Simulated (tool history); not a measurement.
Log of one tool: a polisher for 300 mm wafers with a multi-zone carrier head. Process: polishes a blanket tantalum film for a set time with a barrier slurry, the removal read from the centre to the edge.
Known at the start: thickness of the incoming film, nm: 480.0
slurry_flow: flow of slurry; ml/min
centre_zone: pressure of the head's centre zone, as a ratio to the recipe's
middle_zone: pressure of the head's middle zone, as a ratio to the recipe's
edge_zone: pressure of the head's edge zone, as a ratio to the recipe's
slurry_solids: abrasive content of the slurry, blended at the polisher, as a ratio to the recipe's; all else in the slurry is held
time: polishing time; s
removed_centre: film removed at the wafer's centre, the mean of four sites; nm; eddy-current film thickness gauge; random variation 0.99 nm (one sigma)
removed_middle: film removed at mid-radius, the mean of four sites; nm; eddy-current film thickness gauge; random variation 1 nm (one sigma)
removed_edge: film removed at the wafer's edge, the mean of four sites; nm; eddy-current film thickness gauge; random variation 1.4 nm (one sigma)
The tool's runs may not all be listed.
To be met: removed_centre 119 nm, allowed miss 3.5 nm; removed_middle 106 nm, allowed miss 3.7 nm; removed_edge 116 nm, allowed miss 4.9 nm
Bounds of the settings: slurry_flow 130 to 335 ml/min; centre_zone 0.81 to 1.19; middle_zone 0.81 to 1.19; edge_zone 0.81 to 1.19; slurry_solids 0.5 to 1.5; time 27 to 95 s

run	hour	slurry_flow	centre_zone	middle_zone	edge_zone	slurry_solids	time	removed_centre	removed_middle	removed_edge
1	0	215	1	1	1	1	61	139.73	136.47	141.36
2	1.2	215	1	1	1.07	1	61	140.21	139.64	144.48
3	2.6	215	1	0.98	1.03	0.9	61	134.38	130.65	141.98
4	3.3	240	1	0.98	1.03	0.9	61	140.57	134.55	144.61
5	4.8	225	1.02	0.98	0.99	0.85	60	135.42	129.41	133.51
6	11.3	225	1.1	0.98	0.99	0.85	60	147.9	127.15	133.08
7	14.4	210	1.08	0.96	0.96	0.8	60	139.77	123.46	128.79
8	19.5	200	1.07	0.94	0.94	0.75	60	136.29	119.37	122.42
9	26.1	190	1.05	0.92	0.95	0.75	60	131.44	115.86	125.24
10	30	180	1.04	0.91	0.94	0.75	60	128.13	113.38	121.03
11	36.8	170	1.03	0.9	0.94	0.75	60	127.24	109.21	121.48

4 next moves are on the table. One of them brings every result within its allowed miss. Which?
A	43.6	170	1.12	0.95	0.91	0.75	58	?	?	?
B	43.6	135	1	0.89	0.88	0.9	57	?	?	?
C	43.6	160	0.95	0.93	0.97	0.75	58	?	?	?
D	43.6	140	0.95	0.82	0.99	0.8	61	?	?	?

move	removed_centre	removed_middle	removed_edge
A	134.25	112.38	116.37
B	119.02	106.25	115.59
C	112.79	109.49	119.15
D	117.9	103.52	127.16
A: further off than the last run
B: meets every target
C: takes the result that was furthest off past its target
D: brings the result that was furthest off to its target, and leaves another outside
The right move is B.

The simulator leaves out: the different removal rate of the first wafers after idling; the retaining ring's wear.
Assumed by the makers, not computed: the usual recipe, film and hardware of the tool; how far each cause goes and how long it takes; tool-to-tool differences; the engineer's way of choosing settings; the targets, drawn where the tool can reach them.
